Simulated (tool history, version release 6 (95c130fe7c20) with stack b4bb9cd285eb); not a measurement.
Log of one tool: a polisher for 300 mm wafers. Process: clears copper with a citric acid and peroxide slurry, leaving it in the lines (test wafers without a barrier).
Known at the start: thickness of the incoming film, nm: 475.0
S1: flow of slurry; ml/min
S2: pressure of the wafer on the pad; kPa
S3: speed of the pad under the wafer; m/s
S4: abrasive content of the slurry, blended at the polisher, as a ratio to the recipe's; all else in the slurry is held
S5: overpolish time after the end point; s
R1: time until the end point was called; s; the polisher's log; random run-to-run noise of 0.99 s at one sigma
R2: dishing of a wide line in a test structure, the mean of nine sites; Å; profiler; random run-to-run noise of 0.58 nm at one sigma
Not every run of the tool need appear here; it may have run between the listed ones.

Run 1, hour 0: S1 225 ml/min, S2 24.1 kPa, S3 1.38 m/s, S4 1, S5 27 s. Result: R1 122.92 s, R2 544.44 Å.
Run 2, hour 1.1: S1 225 ml/min, S2 25.5 kPa, S3 1.4 m/s, S4 1, S5 25 s. Result: R1 114.27 s, R2 542.99 Å.
Run 3, hour 2.6: S1 225 ml/min, S2 26.9 kPa, S3 1.4 m/s, S4 1, S5 23 s. Result: R1 107.97 s, R2 522.52 Å.
Run 4, hour 5.3: S1 225 ml/min, S2 26.9 kPa, S3 1.4 m/s, S4 0.8, S5 23 s. Result: R1 114.3 s, R2 514.91 Å.
Run 5, hour 13.8: S1 225 ml/min, S2 26.9 kPa, S3 1.4 m/s, S4 0.8, S5 13 s. Result: R1 113.94 s, R2 329.83 Å.
Run 6, hour 18.1: S1 225 ml/min, S2 26.9 kPa, S3 1.4 m/s, S4 0.8, S5 8 s. Result: R1 113.34 s, R2 213.91 Å.
Run 7, hour 25.2: S1 220 ml/min, S2 27.6 kPa, S3 1.44 m/s, S4 0.75, S5 9 s. Result: R1 107.29 s, R2 249.55 Å.

Predict the results of run 8:
Run 8, hour 32.3: S1 190 ml/min, S2 33.8 kPa, S3 1.74 m/s, S4 0.5, S5 21 s. Result: R1 ?, R2 ?.

R1: 80.774 s
R2: 624.47 Å
